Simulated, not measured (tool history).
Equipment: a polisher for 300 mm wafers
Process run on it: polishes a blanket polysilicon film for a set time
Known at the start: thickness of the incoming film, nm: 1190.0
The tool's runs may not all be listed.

run,hour,flow of slurry (ml/min),pressure of the wafer on the pad (psi),speed of the pad under the wafer (m/s),polishing time (s),film removed (Å)
1,0,125,2.4,0.8,68,4203.1
2,3,120,2.1,0.8,68,3709.4
3,9.1,115,1.9,0.8,68,3338.5
4,13,115,1.9,0.8,68,3323.3
5,16.4,115,1.9,0.8,68,3316.6
6,20.4,115,1.9,0.7,68,2945.5
7,24.3,110,1.8,0.7,68,2807.8
8,26.6,110,1.8,0.7,68,2775.7
9,31.3,90,1.4,0.7,68,2055.7
10,37,95,1.4,0.7,68,2077.5

The next listed run, before its measurement:
# hour 39.4: head pressure recalibrated
11,39.4,100,1.4,0.7,68,?

{"run 11": {"film removed (Å)": 2219.6}}
